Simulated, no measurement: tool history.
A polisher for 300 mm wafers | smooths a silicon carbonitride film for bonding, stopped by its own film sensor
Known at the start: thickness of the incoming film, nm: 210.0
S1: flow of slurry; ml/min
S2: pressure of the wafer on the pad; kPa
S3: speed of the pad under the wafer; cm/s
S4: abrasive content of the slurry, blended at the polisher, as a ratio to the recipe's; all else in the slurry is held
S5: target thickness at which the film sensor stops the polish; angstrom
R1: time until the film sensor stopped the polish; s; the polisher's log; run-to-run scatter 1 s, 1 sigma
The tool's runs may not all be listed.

run	hour	S1	S2	S3	S4	S5	R1
1	0.0	215	16.5	72	1.00	1770	130.54
2	6.8	165	16.5	72	1.00	1770	132.09
3	8.6	165	16.5	72	1.00	1760	138.96
4	10.1	165	13.8	72	1.00	1760	165.91
5	12.0	165	13.8	88	1.00	1760	145.40
6	17.4	165	13.8	88	1.15	1760	137.18

What will run 7 give?
7	25.8	165	14.5	88	1.15	1760	?

R1: 131.93 s
